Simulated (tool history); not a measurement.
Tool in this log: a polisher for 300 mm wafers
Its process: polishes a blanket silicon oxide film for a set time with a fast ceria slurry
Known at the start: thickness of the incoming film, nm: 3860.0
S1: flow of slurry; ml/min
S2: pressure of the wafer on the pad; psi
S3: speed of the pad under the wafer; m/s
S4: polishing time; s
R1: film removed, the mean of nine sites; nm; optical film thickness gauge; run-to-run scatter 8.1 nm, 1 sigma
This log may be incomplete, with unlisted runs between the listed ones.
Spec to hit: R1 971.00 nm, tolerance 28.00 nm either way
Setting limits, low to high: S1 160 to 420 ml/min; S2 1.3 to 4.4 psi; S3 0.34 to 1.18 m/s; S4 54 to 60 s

| run | hour | S1 | S2 | S3 | S4 | R1 |
|---|---|---|---|---|---|---|
| 1 | 0.0 | 270 | 2.8 | 0.76 | 60 | 762.58 |
| 2 | 7.5 | 270 | 2.9 | 0.76 | 60 | 785.44 |
| 3 | 12.5 | 270 | 2.4 | 0.76 | 60 | 667.71 |
| 4 | 15.2 | 270 | 2.6 | 0.76 | 60 | 730.52 |
| 5 | 22.4 | 270 | 2.6 | 0.58 | 60 | 548.10 |
| 6 | 25.5 | 270 | 2.9 | 0.58 | 60 | 620.81 |
| 7 | 33.3 | 270 | 3.1 | 0.58 | 60 | 642.09 |
| 8 | 40.7 | 270 | 3.3 | 0.58 | 60 | 679.48 |
| 9 | 45.6 | 270 | 3.5 | 0.58 | 60 | 729.14 |
| 10 | 47.5 | 270 | 3.7 | 0.58 | 60 | 756.22 |
| 11 | 53.3 | 270 | 3.8 | 0.58 | 60 | 776.47 |
| 12 | 60.4 | 270 | 3.9 | 0.58 | 60 | 787.19 |
| 13 | 64.1 | 270 | 4.0 | 0.60 | 60 | 825.70 |
| 14 | 69.3 | 270 | 4.1 | 0.60 | 60 | 849.26 |
| 15 | 70.2 | 270 | 4.2 | 0.60 | 60 | 872.14 |

4 next moves are on the table. One of them brings every result within its allowed miss. Which?
| A | 71.1 | 285 | 3.8 | 0.58 | 59 | ? |
| B | 71.1 | 245 | 4.3 | 0.68 | 55 | ? |
| C | 71.1 | 250 | 3.9 | 0.76 | 57 | ? |
| D | 71.1 | 285 | 4.1 | 0.58 | 58 | ? |

| move | R1 |
|---|---|
| A | 761.05 |
| B | 913.17 |
| C | 966.44 |
| D | 801.31 |
A: misses by more than the last run did
B: an improvement on the last run, though not all results are within tolerance
C: each result inside its tolerance
D: misses by more than the last run did
The right move is C.
